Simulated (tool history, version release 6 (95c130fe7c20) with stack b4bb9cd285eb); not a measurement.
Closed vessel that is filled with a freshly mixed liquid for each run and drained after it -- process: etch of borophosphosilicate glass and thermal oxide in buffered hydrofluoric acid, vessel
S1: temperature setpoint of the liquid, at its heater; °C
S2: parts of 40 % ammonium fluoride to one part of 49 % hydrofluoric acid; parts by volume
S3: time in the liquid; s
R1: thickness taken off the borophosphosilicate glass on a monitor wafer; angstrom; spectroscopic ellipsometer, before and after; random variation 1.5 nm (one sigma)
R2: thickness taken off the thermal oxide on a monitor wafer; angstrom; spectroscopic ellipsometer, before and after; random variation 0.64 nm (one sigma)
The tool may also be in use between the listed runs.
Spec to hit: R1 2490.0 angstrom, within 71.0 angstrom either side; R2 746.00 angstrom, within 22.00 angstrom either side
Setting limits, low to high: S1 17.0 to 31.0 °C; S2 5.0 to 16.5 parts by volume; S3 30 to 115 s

run  hour    S1    S2  S3      R1      R2
  1   0.0  23.0  10.0  60  2097.6  624.14
  2   6.4  20.5  10.0  60  1839.2  543.60
  3  10.5  20.5   9.0  60  1974.1  589.87
  4  11.7  21.5   9.0  60  2071.9  616.75
  5  16.4  22.5   9.0  60  2154.7  656.80
  6  20.2  22.5   9.0  45  1629.4  487.09
  7  24.5  24.5   9.0  45  1844.2  545.68
  8  30.9  26.0   9.0  45  1966.0  595.40
  9  36.3  27.0   9.0  45  2078.0  629.11
 10  44.2  28.0   9.0  45  2166.1  659.75
 11  51.8  28.5   9.0  45  2249.1  678.63
 12  53.0  29.0   9.0  45  2285.2  693.69
 13  60.2  29.5   9.0  45  2359.4  728.48

Pick the move, out of 4, that brings all results within their allowed miss; only one does.
  A  67.4  21.0  5.0  45   ?   ?
  B  67.4  26.0  8.0  50   ?   ?
  C  67.4  24.5  7.0  50   ?   ?
  D  67.4  30.5  8.5  45   ?   ?

move      R1      R2
   A  2654.5  800.62
   B  2481.4  758.75
   C  2650.5  808.24
   D  2646.2  811.69
A: carries the result that was furthest off beyond its target, to the other side
B: each result inside its tolerance
C: carries the result that was furthest off beyond its target, to the other side
D: carries the result that was furthest off beyond its target, to the other side
The move that meets every target is B.
